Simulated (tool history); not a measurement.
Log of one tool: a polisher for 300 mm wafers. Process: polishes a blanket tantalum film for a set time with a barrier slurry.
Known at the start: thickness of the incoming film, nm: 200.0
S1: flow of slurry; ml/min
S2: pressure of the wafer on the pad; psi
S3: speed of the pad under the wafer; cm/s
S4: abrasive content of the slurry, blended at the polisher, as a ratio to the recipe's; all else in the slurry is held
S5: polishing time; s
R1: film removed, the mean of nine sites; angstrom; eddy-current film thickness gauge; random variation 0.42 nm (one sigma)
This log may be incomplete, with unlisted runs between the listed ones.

run,hour,S1,S2,S3,S4,S5,R1
1,0,135,2.5,76,1,33,507
2,0.8,135,2.5,76,1,33,523.18
3,8,135,2.3,76,1,33,470.07
4,15.2,135,2.2,76,1,33,456.55
# hour 18.6: worn pad replaced by a new one
5,18.6,135,2.1,76,1,33,469.16
6,25.3,135,2.1,76,1.2,33,496.29
7,29.8,135,1.9,76,1.2,33,448.75

Predict the results of run 8:
8,35,125,1.4,76,1.2,33,?

R1: 327.34 angstrom
